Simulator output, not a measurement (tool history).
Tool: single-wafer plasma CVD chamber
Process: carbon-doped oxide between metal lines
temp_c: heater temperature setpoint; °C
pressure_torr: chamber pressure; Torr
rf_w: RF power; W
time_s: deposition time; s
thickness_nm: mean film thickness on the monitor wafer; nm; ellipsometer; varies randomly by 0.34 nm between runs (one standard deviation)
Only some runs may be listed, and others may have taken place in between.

Run 1, hour 0: temp_c 355 °C, pressure_torr 5.71 Torr, rf_w 675 W, time_s 22.9 s. Result: thickness_nm 147.27 nm.
Run 2, hour 3.6: temp_c 359 °C, pressure_torr 5.23 Torr, rf_w 625 W, time_s 22.8 s. Result: thickness_nm 135.41 nm.
Run 3, hour 6: temp_c 359 °C, pressure_torr 6.13 Torr, rf_w 625 W, time_s 22.8 s. Result: thickness_nm 138.37 nm.
Run 4, hour 14: temp_c 359 °C, pressure_torr 6.13 Torr, rf_w 715 W, time_s 22.8 s. Result: thickness_nm 152.92 nm.
Run 5, hour 22.3: temp_c 359 °C, pressure_torr 6.13 Torr, rf_w 620 W, time_s 22.8 s. Result: thickness_nm 137.98 nm.
Run 6, hour 29.9: temp_c 352 °C, pressure_torr 6.13 Torr, rf_w 620 W, time_s 22.8 s. Result: thickness_nm 140.46 nm.
Run 7, hour 35.3: temp_c 352 °C, pressure_torr 6.13 Torr, rf_w 620 W, time_s 22.8 s. Result: thickness_nm 139.62 nm.
Run 8, hour 42.2: temp_c 355 °C, pressure_torr 5.53 Torr, rf_w 590 W, time_s 22.8 s. Result: thickness_nm 131.62 nm.

Predict the results of run 9:
Run 9, hour 43: temp_c 358 °C, pressure_torr 4.95 Torr, rf_w 580 W, time_s 22.8 s. Result: thickness_nm ?.

Run 9 came out at thickness_nm 127.23 nm.
